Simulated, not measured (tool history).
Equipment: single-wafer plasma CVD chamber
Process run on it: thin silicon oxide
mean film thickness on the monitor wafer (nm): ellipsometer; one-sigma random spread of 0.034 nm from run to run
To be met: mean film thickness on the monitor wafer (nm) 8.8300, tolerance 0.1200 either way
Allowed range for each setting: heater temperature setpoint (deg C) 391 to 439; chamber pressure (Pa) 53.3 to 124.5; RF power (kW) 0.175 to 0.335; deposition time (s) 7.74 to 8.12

run	day	heater temperature setpoint (deg C)	chamber pressure (Pa)	RF power (kW)	deposition time (s)	mean film thickness on the monitor wafer (nm)
1	0.000	415	88.9	0.255	8.12	11.7920
2	0.271	420	88.9	0.255	8.12	11.6210
3	0.433	421	86.5	0.255	8.12	11.4860
4	0.508	421	86.5	0.280	8.12	11.8650
5	0.838	421	83.6	0.280	8.12	11.5010
6	1.192	421	80.9	0.280	8.12	11.2180
7	1.533	421	78.4	0.280	8.12	10.9460
8	1.875	421	76.0	0.280	8.12	10.6870
9	1.908	421	73.9	0.280	8.12	10.4630
10	2.075	421	56.7	0.280	8.12	8.5803

Which one of the following 4 next-run settings gets every result inside its allowed miss? There is exactly one.
A	2.242	416	58.0	0.285	7.74	?
B	2.242	424	60.1	0.260	7.74	?
C	2.242	419	63.9	0.235	8.12	?
D	2.242	414	53.9	0.280	8.12	?

move	mean film thickness on the monitor wafer (nm)
A	8.3580
B	8.2614
C	8.7635
D	8.2680
A: the biggest miss grows against the last run
B: the biggest miss grows against the last run
C: each result inside its tolerance
D: the biggest miss grows against the last run
Go with C: it meets all targets.

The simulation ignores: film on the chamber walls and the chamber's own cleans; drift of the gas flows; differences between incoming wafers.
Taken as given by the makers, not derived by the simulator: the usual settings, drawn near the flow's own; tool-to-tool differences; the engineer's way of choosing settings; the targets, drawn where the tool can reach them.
